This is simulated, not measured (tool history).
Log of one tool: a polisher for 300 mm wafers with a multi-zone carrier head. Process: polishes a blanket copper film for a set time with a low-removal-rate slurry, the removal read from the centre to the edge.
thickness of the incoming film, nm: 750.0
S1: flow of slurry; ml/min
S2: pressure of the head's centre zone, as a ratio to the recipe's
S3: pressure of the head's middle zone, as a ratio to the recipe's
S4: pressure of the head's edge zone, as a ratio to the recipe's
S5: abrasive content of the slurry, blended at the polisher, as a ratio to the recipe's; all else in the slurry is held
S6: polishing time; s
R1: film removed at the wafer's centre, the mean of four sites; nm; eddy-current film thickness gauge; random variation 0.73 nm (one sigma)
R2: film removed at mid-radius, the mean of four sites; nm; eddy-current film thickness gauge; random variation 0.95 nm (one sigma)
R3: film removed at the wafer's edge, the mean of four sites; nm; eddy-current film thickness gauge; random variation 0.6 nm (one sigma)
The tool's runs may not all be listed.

run,hour,S1,S2,S3,S4,S5,S6,R1,R2,R3
1,0.0,310,1.00,1.00,1.00,1.00,48,89.276,86.899,89.456
2,5.8,310,0.99,0.98,0.98,0.90,47,84.418,81.565,86.465
3,13.8,310,0.99,0.98,0.98,0.90,51,92.114,87.703,91.879
4,22.6,310,0.99,0.98,0.98,0.80,51,90.829,87.573,90.540
5,24.5,310,0.99,0.97,0.96,0.75,49,84.981,80.093,85.083
6,32.9,310,0.99,0.97,0.94,0.70,48,81.435,77.025,81.518
7,38.4,310,0.99,0.97,0.92,0.65,47,78.722,75.109,78.104

The next listed run, before its measurement:
8,45.7,310,0.99,0.96,0.91,0.60,46,?,?,?

Run 8 gave R1 75.652 nm, R2 72.234 nm, R3 74.252 nm.
